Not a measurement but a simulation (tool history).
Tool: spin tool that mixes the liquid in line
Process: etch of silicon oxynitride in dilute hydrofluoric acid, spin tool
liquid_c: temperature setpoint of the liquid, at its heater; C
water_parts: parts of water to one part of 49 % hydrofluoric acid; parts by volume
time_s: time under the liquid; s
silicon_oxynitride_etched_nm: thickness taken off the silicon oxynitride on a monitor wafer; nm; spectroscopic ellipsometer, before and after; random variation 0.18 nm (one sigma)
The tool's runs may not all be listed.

{"run": 1, "day": 0.0, "liquid_c": 24, "water_parts": 155, "time_s": 305, "silicon_oxynitride_etched_nm": 3.5014}
{"run": 2, "day": 0.233, "liquid_c": 24, "water_parts": 155, "time_s": 305, "silicon_oxynitride_etched_nm": 3.3109}
{"run": 3, "day": 0.421, "liquid_c": 24, "water_parts": 155, "time_s": 325, "silicon_oxynitride_etched_nm": 3.6638}
{"run": 4, "day": 0.783, "liquid_c": 25.5, "water_parts": 130, "time_s": 325, "silicon_oxynitride_etched_nm": 4.755}
{"run": 5, "day": 0.85, "liquid_c": 25.5, "water_parts": 130, "time_s": 305, "silicon_oxynitride_etched_nm": 4.5995}
{"run": 6, "day": 1.175, "liquid_c": 25.5, "water_parts": 130, "time_s": 305, "silicon_oxynitride_etched_nm": 4.4604}
{"run": 7, "day": 1.225, "liquid_c": 26.5, "water_parts": 115, "time_s": 305, "silicon_oxynitride_etched_nm": 5.4575}
{"run": 8, "day": 1.558, "liquid_c": 27.5, "water_parts": 105, "time_s": 305, "silicon_oxynitride_etched_nm": 6.1356}
{"run": 9, "day": 1.808, "liquid_c": 28.5, "water_parts": 95, "time_s": 305, "silicon_oxynitride_etched_nm": 7.3677}
{"run": 10, "day": 1.942, "liquid_c": 29, "water_parts": 90, "time_s": 305, "silicon_oxynitride_etched_nm": 7.7466}

Forecast run 11:
{"run": 11, "day": 2.125, "liquid_c": 29.5, "water_parts": 85, "time_s": 305, "silicon_oxynitride_etched_nm": "?"}

{"run 11": {"silicon_oxynitride_etched_nm": 8.5026}}
